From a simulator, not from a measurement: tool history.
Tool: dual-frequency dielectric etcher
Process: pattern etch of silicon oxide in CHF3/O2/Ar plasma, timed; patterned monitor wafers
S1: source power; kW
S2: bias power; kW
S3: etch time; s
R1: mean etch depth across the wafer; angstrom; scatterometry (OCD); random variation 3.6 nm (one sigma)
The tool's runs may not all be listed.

{"run": 1, "hour": 0.0, "S1": 0.53, "S2": 0.139, "S3": 594.5, "R1": 9455.2}
{"run": 2, "hour": 6.5, "S1": 0.49, "S2": 0.139, "S3": 594.5, "R1": 9207.5}
{"run": 3, "hour": 14.0, "S1": 0.49, "S2": 0.139, "S3": 619.5, "R1": 9725.2}
{"run": 4, "hour": 22.0, "S1": 0.47, "S2": 0.134, "S3": 618.5, "R1": 9369.9}
{"run": 5, "hour": 26.5, "S1": 0.47, "S2": 0.113, "S3": 618.5, "R1": 9004.3}
{"run": 6, "hour": 28.2, "S1": 0.45, "S2": 0.112, "S3": 618.5, "R1": 8853.1}
{"run": 7, "hour": 32.2, "S1": 0.43, "S2": 0.111, "S3": 618.5, "R1": 8782.6}
{"run": 8, "hour": 38.0, "S1": 0.42, "S2": 0.108, "S3": 618.0, "R1": 8644.9}

Forecast run 9:
{"run": 9, "hour": 40.8, "S1": 0.32, "S2": 0.098, "S3": 616.5, "R1": "?"}

R1: 7819.3 angstrom
